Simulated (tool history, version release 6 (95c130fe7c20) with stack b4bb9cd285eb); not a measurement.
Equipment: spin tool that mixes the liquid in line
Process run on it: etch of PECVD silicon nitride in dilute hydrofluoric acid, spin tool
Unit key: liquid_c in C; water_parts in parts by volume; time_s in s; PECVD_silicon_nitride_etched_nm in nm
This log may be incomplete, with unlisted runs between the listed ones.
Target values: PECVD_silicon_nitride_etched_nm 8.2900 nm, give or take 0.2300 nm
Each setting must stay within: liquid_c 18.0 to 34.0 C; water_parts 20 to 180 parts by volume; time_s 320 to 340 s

run  hour  liquid_c  water_parts  time_s  PECVD_silicon_nitride_etched_nm
  1   0.0      26.0          100     320                          12.0170
  2   2.7      25.0          100     320                          11.3120
  3   8.8      25.0           85     320                          13.3290
  4  11.4      25.0           85     320                          13.2750
  5  15.4      28.0           85     320                          16.1090
  6  21.4      26.5           85     320                          14.6150
  7  23.5      25.0           85     320                          13.2960
  8  25.2      24.0           85     320                          12.3430
  9  26.7      24.0           85     320                          12.3140
 10  30.0      24.0           85     320                          12.4950
 11  32.7      23.0           85     320                          11.5470
 12  34.2      22.0           85     320                          10.9050
 13  39.3      21.5           85     320                          10.5330
 14  40.5      21.0           85     320                          10.1740
 15  44.7      20.5           85     320                           9.7882
 16  46.6      20.0           85     320                           9.4571
 17  51.2      19.5           85     320                           9.1402

Next run, 4 choices. One meets every target within its allowed miss, the rest don't. Which?
  A  55.8      18.5           95     325                                ?
  B  55.8      20.5          100     320                                ?
  C  55.8      18.5           85     335                                ?
  D  55.8      18.0           80     320                                ?

move  PECVD_silicon_nitride_etched_nm
   A                           7.7937
   B                           8.3700
   C                           8.9512
   D                           8.7596
A: the result that was furthest off in the last run now lies on the other side of its target
B: every result lands within tolerance
C: moves toward the targets from the last run without getting all of them in spec
D: moves toward the targets from the last run without getting all of them in spec
Answer: B
